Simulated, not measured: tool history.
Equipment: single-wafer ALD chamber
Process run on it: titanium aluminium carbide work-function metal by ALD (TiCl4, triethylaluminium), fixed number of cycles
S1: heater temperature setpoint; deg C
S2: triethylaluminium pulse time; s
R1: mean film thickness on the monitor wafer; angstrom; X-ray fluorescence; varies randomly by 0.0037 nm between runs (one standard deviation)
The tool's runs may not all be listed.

run	hour	S1	S2	R1
1	0.0	305	7.31	18.3410
2	7.3	305	9.08	19.2150
3	10.4	309	9.08	19.4610
4	14.8	317	9.08	20.3680
5	20.9	312	8.19	19.4420
6	29.0	308	7.42	18.6370
7	33.5	304	6.76	17.9260
8	39.4	301	6.19	17.0230
9	40.0	298	5.70	16.3220
10	41.6	296	5.27	15.6040

What does the tool deliver on the next run?
11	44.6	284	2.93	?

Run 11 measured R1 9.3768 angstrom.

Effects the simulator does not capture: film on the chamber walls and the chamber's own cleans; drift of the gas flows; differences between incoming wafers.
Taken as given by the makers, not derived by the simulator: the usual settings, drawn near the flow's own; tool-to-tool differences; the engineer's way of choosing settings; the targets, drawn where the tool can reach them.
